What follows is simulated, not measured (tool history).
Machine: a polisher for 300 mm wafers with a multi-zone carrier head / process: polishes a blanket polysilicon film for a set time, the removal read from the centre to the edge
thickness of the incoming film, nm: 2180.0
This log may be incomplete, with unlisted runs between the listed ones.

run    day  flow of slurry (ml/min)  pressure of the head's centre zone  pressure of the head's middle zone  pressure of the head's edge zone  polishing time (s)  film removed at the wafer's centre (nm)  film removed at mid-radius (nm)  film removed at the wafer's edge (nm)
  1      0                      295                                   1                                   1                                 1                  52                                    396.2                           391.32                                 387.66
  2   0.25                      295                                1.04                                   1                                 1                  52                                   407.04                           394.39                                 389.39
  3    0.4                      255                                1.04                                   1                                 1                  52                                   397.82                           386.02                                 381.28
  4  0.471                      235                                0.97                                   1                                 1                  48                                    343.1                           349.07                                 348.08
  5  0.721                      235                                 0.9                                   1                                 1                  48                                   315.22                           358.69                                 342.37
  6  0.975                      235                                0.87                                   1                                 1                  48                                   309.25                           356.81                                 343.74

Expected results for the next run?
  7  1.012                      225                                0.85                                0.98                              0.99                  46                                        ?                                ?                                      ?

film removed at the wafer's centre (nm): 285.76
film removed at mid-radius (nm): 324.44
film removed at the wafer's edge (nm): 327.58
